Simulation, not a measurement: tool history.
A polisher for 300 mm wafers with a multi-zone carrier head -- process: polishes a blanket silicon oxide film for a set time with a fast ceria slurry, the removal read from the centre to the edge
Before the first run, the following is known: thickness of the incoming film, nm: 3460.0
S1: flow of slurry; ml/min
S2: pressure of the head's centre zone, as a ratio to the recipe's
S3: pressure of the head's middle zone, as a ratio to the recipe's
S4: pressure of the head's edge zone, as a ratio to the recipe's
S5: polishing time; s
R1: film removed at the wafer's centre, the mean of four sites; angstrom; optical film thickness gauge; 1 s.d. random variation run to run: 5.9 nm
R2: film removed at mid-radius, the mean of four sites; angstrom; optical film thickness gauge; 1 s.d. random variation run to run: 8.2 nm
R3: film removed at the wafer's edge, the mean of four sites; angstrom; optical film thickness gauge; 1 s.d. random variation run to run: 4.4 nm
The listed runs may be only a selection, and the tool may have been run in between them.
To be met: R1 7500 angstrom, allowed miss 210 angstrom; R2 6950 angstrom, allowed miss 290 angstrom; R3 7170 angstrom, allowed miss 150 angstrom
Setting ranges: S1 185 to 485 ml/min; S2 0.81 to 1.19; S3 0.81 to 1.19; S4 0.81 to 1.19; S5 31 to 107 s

| run | day | S1 | S2 | S3 | S4 | S5 | R1 | R2 | R3 |
|---|---|---|---|---|---|---|---|---|---|
| 1 | 0 | 310 | 1 | 1 | 1 | 69 | 9505.1 | 9838 | 9688.3 |
| 2 | 0.154 | 310 | 1 | 1 | 1.08 | 69 | 9515.6 | 9586.6 | 10148 |
| 3 | 0.462 | 310 | 1.05 | 1 | 1.08 | 69 | 9848.1 | 9732 | 10084 |
| 4 | 0.617 | 305 | 1.04 | 0.97 | 1.04 | 66 | 9258.9 | 8836 | 9304.4 |
| 5 | 0.746 | 295 | 1.03 | 0.95 | 1 | 65 | 9260.6 | 8513.5 | 9098.1 |
| 6 | 0.833 | 295 | 1.02 | 0.95 | 0.98 | 63 | 8746 | 8374.9 | 8776.9 |
| 7 | 1.088 | 295 | 1.02 | 0.94 | 0.96 | 61 | 8557.5 | 8106.2 | 8477.8 |
| 8 | 1.454 | 290 | 1.02 | 0.93 | 0.94 | 60 | 8347.5 | 7852.2 | 8094.7 |
| 9 | 1.579 | 285 | 1.01 | 0.92 | 0.92 | 59 | 8089.4 | 7464.1 | 7918.7 |
| 10 | 1.896 | 280 | 1.01 | 0.92 | 0.9 | 59 | 8079.2 | 7636.3 | 7873.5 |

Below are 4 possible settings for the next run. Only one of them brings all results inside the allowed miss of their targets. Which is it?
| A | 2.212 | 290 | 0.99 | 0.89 | 0.84 | 56 | ? | ? | ? |
| B | 2.212 | 240 | 0.89 | 0.81 | 0.96 | 69 | ? | ? | ? |
| C | 2.212 | 290 | 1.13 | 1.11 | 0.81 | 59 | ? | ? | ? |
| D | 2.212 | 340 | 0.92 | 0.92 | 0.84 | 62 | ? | ? | ? |

| move | R1 | R2 | R3 |
|---|---|---|---|
| A | 7652.4 | 7097.6 | 7234.6 |
| B | 8243.3 | 7906.7 | 9317.6 |
| C | 9225.5 | 9002.6 | 7479.3 |
| D | 8013 | 8212.7 | 8106.8 |
A: each result inside its tolerance
B: its largest miss is bigger than the last run's
C: its largest miss is bigger than the last run's
D: its largest miss is bigger than the last run's
The right move is A.

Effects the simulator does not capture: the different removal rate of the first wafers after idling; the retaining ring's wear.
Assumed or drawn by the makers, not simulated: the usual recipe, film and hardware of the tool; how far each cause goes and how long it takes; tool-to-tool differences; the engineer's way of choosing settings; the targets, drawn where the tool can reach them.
